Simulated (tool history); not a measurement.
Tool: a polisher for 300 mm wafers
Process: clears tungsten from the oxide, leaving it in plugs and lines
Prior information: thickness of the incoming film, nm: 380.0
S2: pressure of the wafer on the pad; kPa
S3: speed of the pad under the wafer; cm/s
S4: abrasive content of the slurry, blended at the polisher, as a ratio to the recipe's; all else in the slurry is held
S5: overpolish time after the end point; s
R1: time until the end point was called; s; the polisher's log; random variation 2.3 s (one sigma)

{"run": 1, "hour": 0.0, "flow of slurry (ml/min)": 275, "S2": 17.9, "S3": 118, "S4": 1.0, "S5": 45, "R1": 87.055}
{"run": 2, "hour": 2.3, "flow of slurry (ml/min)": 275, "S2": 15.2, "S3": 116, "S4": 1.0, "S5": 45, "R1": 98.13}
{"run": 3, "hour": 3.0, "flow of slurry (ml/min)": 275, "S2": 15.2, "S3": 116, "S4": 1.0, "S5": 48, "R1": 99.016}
{"run": 4, "hour": 7.5, "flow of slurry (ml/min)": 275, "S2": 13.1, "S3": 110, "S4": 1.0, "S5": 48, "R1": 115.34}
{"run": 5, "hour": 10.5, "flow of slurry (ml/min)": 275, "S2": 15.9, "S3": 110, "S4": 1.0, "S5": 48, "R1": 99.318}
{"run": 6, "hour": 11.5, "flow of slurry (ml/min)": 275, "S2": 15.9, "S3": 110, "S4": 1.0, "S5": 48, "R1": 101.34}
{"run": 7, "hour": 20.3, "flow of slurry (ml/min)": 275, "S2": 13.8, "S3": 106, "S4": 1.0, "S5": 48, "R1": 117.7}

For run 8, what comes out?
{"run": 8, "hour": 27.0, "flow of slurry (ml/min)": 275, "S2": 12.4, "S3": 104, "S4": 1.0, "S5": 48, "R1": "?"}

Logged for run 8: R1 125.830 s.
